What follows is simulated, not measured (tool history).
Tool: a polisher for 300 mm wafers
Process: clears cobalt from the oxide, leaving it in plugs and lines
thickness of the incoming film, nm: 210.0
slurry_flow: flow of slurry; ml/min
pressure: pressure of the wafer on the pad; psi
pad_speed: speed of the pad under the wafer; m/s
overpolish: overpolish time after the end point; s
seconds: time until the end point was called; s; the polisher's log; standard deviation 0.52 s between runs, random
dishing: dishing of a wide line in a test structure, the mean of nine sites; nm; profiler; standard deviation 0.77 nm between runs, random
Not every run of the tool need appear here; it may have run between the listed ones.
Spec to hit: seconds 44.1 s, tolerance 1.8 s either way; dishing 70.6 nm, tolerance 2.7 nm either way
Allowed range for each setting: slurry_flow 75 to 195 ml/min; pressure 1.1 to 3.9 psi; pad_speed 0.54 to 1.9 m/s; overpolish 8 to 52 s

{"run": 1, "day": 0.0, "slurry_flow": 125, "pressure": 2.5, "pad_speed": 1.22, "overpolish": 26, "seconds": 31.404, "dishing": 69.111}
{"run": 2, "day": 0.229, "slurry_flow": 125, "pressure": 2.5, "pad_speed": 1.22, "overpolish": 17, "seconds": 31.157, "dishing": 58.662}
{"run": 3, "day": 0.333, "slurry_flow": 120, "pressure": 2.3, "pad_speed": 1.22, "overpolish": 20, "seconds": 34.196, "dishing": 61.524}
{"run": 4, "day": 0.458, "slurry_flow": 120, "pressure": 2.3, "pad_speed": 1.52, "overpolish": 20, "seconds": 28.375, "dishing": 66.509}
{"run": 5, "day": 0.608, "slurry_flow": 105, "pressure": 2.3, "pad_speed": 1.52, "overpolish": 20, "seconds": 28.277, "dishing": 65.17}
{"run": 6, "day": 0.892, "slurry_flow": 105, "pressure": 2.1, "pad_speed": 1.52, "overpolish": 22, "seconds": 31.102, "dishing": 65.941}
{"run": 7, "day": 1.075, "slurry_flow": 95, "pressure": 1.4, "pad_speed": 1.52, "overpolish": 35, "seconds": 46.723, "dishing": 68.048}
{"run": 8, "day": 1.304, "slurry_flow": 100, "pressure": 1.4, "pad_speed": 1.52, "overpolish": 35, "seconds": 46.429, "dishing": 67.308}

Exercise: of the 4 proposed moves below, exactly one satisfies all targets within the stated allowed misses. Which move is it?
{"run": "A", "day": 1.533, "slurry_flow": 115, "pressure": 1.3, "pad_speed": 1.46, "overpolish": 41, "seconds": "?", "dishing": "?"}
{"run": "B", "day": 1.533, "slurry_flow": 85, "pressure": 1.6, "pad_speed": 1.32, "overpolish": 31, "seconds": "?", "dishing": "?"}
{"run": "C", "day": 1.533, "slurry_flow": 95, "pressure": 1.4, "pad_speed": 1.62, "overpolish": 44, "seconds": "?", "dishing": "?"}
{"run": "D", "day": 1.533, "slurry_flow": 85, "pressure": 1.8, "pad_speed": 1.34, "overpolish": 30, "seconds": "?", "dishing": "?"}

move=A seconds=50.219 dishing=69.514
move=B seconds=48.382 dishing=64.76
move=C seconds=43.928 dishing=72.273
move=D seconds=42.6 dishing=66.652
A: the biggest miss grows against the last run
B: the biggest miss grows against the last run
C: each result inside its tolerance
D: meets the target for the result that was furthest off, but another lies outside its allowed miss
The move that meets every target is C.
